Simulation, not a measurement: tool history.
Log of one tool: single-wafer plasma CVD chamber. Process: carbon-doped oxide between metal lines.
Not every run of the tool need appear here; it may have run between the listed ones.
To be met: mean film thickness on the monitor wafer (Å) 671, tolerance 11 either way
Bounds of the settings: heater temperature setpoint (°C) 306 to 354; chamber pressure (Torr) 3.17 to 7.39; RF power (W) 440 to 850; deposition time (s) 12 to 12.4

| run | day | heater temperature setpoint (°C) | chamber pressure (Torr) | RF power (W) | deposition time (s) | mean film thickness on the monitor wafer (Å) |
|---|---|---|---|---|---|---|
| 1 | 0 | 330 | 5.28 | 645 | 12 | 811.04 |
| 2 | 0.338 | 330 | 5.28 | 645 | 12 | 811.02 |
| 3 | 0.704 | 321 | 5.28 | 645 | 12 | 848.7 |
| 4 | 1.075 | 325 | 5.28 | 645 | 12 | 827.64 |
| 5 | 1.308 | 325 | 5.28 | 575 | 12 | 776.59 |
| 6 | 1.475 | 328 | 5.15 | 570 | 12 | 756.59 |
| 7 | 1.558 | 331 | 5.06 | 570 | 12 | 748.52 |
| 8 | 1.6 | 334 | 4.96 | 565 | 12 | 738.69 |
| 9 | 1.883 | 336 | 4.88 | 560 | 12 | 728.94 |
| 10 | 1.904 | 338 | 4.8 | 555 | 12 | 720.74 |
| 11 | 2.183 | 340 | 4.73 | 550 | 12 | 704.4 |
| 12 | 2.388 | 341 | 4.68 | 550 | 12 | 704.61 |
| 13 | 2.5 | 342 | 4.62 | 550 | 12 | 704.23 |
| 14 | 2.821 | 343 | 4.57 | 545 | 12 | 688.14 |

Which single option among these 5 for the next run brings every result within its allowed miss of target? Just one does.
| A | 3.142 | 346 | 4.82 | 490 | 12 | ? |
| B | 3.142 | 340 | 3.96 | 485 | 12.4 | ? |
| C | 3.142 | 343 | 4.55 | 475 | 12.2 | ? |
| D | 3.142 | 339 | 3.75 | 485 | 12 | ? |
| E | 3.142 | 349 | 4.11 | 515 | 12 | ? |

| move | mean film thickness on the monitor wafer (Å) |
|---|---|
| A | 647.76 |
| B | 665.56 |
| C | 649.28 |
| D | 643.4 |
| E | 649.46 |
A: carries the result that was furthest off beyond its target, to the other side
B: in spec on every target
C: carries the result that was furthest off beyond its target, to the other side
D: carries the result that was furthest off beyond its target, to the other side
E: carries the result that was furthest off beyond its target, to the other side
B meets every target.
